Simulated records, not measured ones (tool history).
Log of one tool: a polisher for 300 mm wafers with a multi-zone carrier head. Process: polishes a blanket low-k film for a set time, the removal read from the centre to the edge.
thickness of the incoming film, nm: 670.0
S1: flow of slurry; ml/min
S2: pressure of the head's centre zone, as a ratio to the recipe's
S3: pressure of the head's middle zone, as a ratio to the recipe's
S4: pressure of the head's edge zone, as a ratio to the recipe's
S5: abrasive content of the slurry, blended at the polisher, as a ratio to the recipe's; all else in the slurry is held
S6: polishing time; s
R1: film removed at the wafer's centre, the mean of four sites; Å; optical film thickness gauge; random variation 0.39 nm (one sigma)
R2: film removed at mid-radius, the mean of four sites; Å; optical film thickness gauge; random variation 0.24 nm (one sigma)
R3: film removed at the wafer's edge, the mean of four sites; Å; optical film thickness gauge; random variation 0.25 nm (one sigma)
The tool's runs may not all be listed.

Run 1, day 0: S1 190 ml/min, S2 1, S3 1, S4 1, S5 1, S6 76 s. Result: R1 349.62 Å, R2 350.59 Å, R3 349.71 Å.
Run 2, day 0.179: S1 180 ml/min, S2 1, S3 0.99, S4 0.97, S5 1, S6 76 s. Result: R1 357.82 Å, R2 347.72 Å, R3 345.2 Å.
Run 3, day 0.354: S1 175 ml/min, S2 0.99, S3 0.98, S4 0.95, S5 0.95, S6 76 s. Result: R1 349.19 Å, R2 339.49 Å, R3 327.74 Å.
Run 4, day 0.538: S1 175 ml/min, S2 0.94, S3 0.98, S4 0.95, S5 0.95, S6 76 s. Result: R1 322.43 Å, R2 335.14 Å, R3 328.31 Å.
Run 5, day 0.579: S1 175 ml/min, S2 0.94, S3 0.98, S4 0.92, S5 0.95, S6 76 s. Result: R1 322.88 Å, R2 333.56 Å, R3 322.81 Å.
Run 6, day 0.704: S1 175 ml/min, S2 0.94, S3 0.98, S4 0.92, S5 0.95, S6 68 s. Result: R1 285.69 Å, R2 297.85 Å, R3 290.89 Å.
Run 7, day 0.804: S1 185 ml/min, S2 0.96, S3 0.98, S4 0.93, S5 0.95, S6 68 s. Result: R1 293.68 Å, R2 299.98 Å, R3 295.69 Å.

The next listed run, before its measurement:
Run 8, day 1.096: S1 190 ml/min, S2 0.98, S3 0.98, S4 0.93, S5 0.95, S6 68 s. Result: R1 ?, R2 ?, R3 ?.

Run 8 gave R1 308.08 Å, R2 298.03 Å, R3 293.88 Å.
